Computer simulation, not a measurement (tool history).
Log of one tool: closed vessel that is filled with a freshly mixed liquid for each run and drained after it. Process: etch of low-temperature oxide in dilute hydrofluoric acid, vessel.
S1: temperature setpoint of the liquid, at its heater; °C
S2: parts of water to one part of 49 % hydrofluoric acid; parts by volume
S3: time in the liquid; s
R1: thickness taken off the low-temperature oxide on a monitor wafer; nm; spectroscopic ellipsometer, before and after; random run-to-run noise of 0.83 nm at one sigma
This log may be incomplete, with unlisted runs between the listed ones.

run	hour	S1	S2	S3	R1
1	0.0	25.0	180	640	59.971
2	4.0	25.0	180	690	64.405
3	12.9	27.5	170	690	76.677
4	20.6	27.5	125	690	109.250
5	26.4	27.5	165	690	77.136
6	31.8	29.0	155	690	89.786
7	37.1	30.0	155	690	91.570

Forecast run 8:
8	44.0	30.0	155	690	?

Logged for run 8: R1 92.640 nm.
